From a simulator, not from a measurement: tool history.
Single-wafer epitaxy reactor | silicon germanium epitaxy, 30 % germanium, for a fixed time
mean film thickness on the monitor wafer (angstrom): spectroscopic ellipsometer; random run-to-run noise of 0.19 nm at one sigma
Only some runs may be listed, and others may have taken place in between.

run,hour,wafer temperature setpoint (pyrometer-controlled) (deg C),chamber pressure (Torr),mean film thickness on the monitor wafer (angstrom)
1,0.0,600,21.0,632.20
2,7.6,594,21.0,558.92
3,15.3,594,22.6,571.88
4,19.8,590,22.6,523.51
5,26.5,594,22.7,572.61
6,28.4,584,22.7,463.07
7,31.8,589,22.8,514.97
8,36.1,593,22.9,563.82
9,39.4,593,22.9,563.14
10,45.3,596,22.9,602.16
11,51.1,599,22.9,637.02
12,59.8,601,22.9,663.55

Estimate the outcome of run 13 from the log above:
13,61.8,613,23.1,?

mean film thickness on the monitor wafer (angstrom): 853.39
